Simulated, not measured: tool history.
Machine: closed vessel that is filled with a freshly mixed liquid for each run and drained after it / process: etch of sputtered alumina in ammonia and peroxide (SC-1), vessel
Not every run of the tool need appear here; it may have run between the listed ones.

run	day	temperature setpoint of the liquid (C)	parts of 29 % ammonia solution to one part of 30 % peroxide (parts by volume)	time in the liquid (s)	thickness taken off the sputtered alumina on a monitor wafer (Å)
1	0.000	50.0	0.8	1255	531.99
2	0.138	50.0	0.8	1340	563.73
3	0.183	50.0	0.8	1255	527.81
4	0.479	50.0	1.0	1255	538.61
5	0.592	51.0	1.0	1255	567.26
6	0.771	51.0	1.0	1340	605.49

Forecast run 7:
7	0.900	51.5	1.0	1340	?

Run 7 gave thickness taken off the sputtered alumina on a monitor wafer (Å) 630.84.
